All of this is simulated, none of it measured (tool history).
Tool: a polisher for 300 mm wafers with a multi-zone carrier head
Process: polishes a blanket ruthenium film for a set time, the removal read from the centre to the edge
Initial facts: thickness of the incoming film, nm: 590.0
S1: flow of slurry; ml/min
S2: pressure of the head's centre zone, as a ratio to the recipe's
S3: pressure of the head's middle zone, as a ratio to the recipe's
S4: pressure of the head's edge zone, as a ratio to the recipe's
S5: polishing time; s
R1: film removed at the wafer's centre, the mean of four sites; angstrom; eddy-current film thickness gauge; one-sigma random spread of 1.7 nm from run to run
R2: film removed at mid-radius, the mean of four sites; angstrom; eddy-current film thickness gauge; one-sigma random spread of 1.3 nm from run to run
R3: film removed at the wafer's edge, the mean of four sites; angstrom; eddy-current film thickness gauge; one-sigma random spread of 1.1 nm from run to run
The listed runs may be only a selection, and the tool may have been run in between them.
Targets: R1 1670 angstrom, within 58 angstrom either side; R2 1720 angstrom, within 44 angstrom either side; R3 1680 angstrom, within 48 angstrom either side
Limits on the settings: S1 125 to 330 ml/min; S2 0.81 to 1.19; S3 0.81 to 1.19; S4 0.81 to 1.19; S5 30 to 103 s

{"run": 1, "hour": 0.0, "S1": 210, "S2": 1, "S3": 1, "S4": 1, "S5": 66, "R1": 1312.1, "R2": 1309.2, "R3": 1383.4}
{"run": 2, "hour": 3.7, "S1": 170, "S2": 1, "S3": 1, "S4": 1, "S5": 66, "R1": 1271.9, "R2": 1248.6, "R3": 1343.9}
{"run": 3, "hour": 8.8, "S1": 195, "S2": 1.02, "S3": 1.03, "S4": 1.04, "S5": 67, "R1": 1348, "R2": 1332.4, "R3": 1421.4}
{"run": 4, "hour": 17.2, "S1": 195, "S2": 1.02, "S3": 1.1, "S4": 1.04, "S5": 67, "R1": 1366.4, "R2": 1418.3, "R3": 1410.4}
{"run": 5, "hour": 24.0, "S1": 215, "S2": 1.04, "S3": 1.12, "S4": 1.07, "S5": 68, "R1": 1420.7, "R2": 1463.8, "R3": 1490.4}
{"run": 6, "hour": 30.5, "S1": 240, "S2": 1.04, "S3": 1.12, "S4": 1.07, "S5": 68, "R1": 1450.5, "R2": 1492.7, "R3": 1495.9}
{"run": 7, "hour": 36.7, "S1": 250, "S2": 1.05, "S3": 1.14, "S4": 1.08, "S5": 69, "R1": 1507.6, "R2": 1531.9, "R3": 1529.9}
{"run": 8, "hour": 42.5, "S1": 260, "S2": 1.05, "S3": 1.15, "S4": 1.09, "S5": 70, "R1": 1500.9, "R2": 1604.9, "R3": 1574.5}
{"run": 9, "hour": 43.9, "S1": 305, "S2": 1.15, "S3": 1.16, "S4": 1.14, "S5": 72, "R1": 1769.9, "R2": 1687.8, "R3": 1669.1}
{"run": 10, "hour": 49.5, "S1": 305, "S2": 1.14, "S3": 1.16, "S4": 1.14, "S5": 72, "R1": 1757.1, "R2": 1651, "R3": 1668.9}

Of the 4 settings listed for the next run, only one would bring every result within its allowed miss of target. Which one?
{"run": "A", "hour": 55.1, "S1": 305, "S2": 1.1, "S3": 1.19, "S4": 1.15, "S5": 72, "R1": "?", "R2": "?", "R3": "?"}
{"run": "B", "hour": 55.1, "S1": 275, "S2": 1.04, "S3": 1.15, "S4": 1.19, "S5": 71, "R1": "?", "R2": "?", "R3": "?"}
{"run": "C", "hour": 55.1, "S1": 260, "S2": 1.13, "S3": 1.14, "S4": 1.19, "S5": 71, "R1": "?", "R2": "?", "R3": "?"}
{"run": "D", "hour": 55.1, "S1": 310, "S2": 0.96, "S3": 1.1, "S4": 1.19, "S5": 74, "R1": "?", "R2": "?", "R3": "?"}

move=A R1=1673.9 R2=1683 R3=1668.5
move=B R1=1541.2 R2=1598 R3=1662.2
move=C R1=1663.8 R2=1576.2 R3=1654.5
move=D R1=1501.6 R2=1628.2 R3=1749.7
A: every result within its allowed miss
B: moves away from the targets compared with the last run
C: moves away from the targets compared with the last run
D: moves away from the targets compared with the last run
So the answer is move A, the one that meets all the targets.
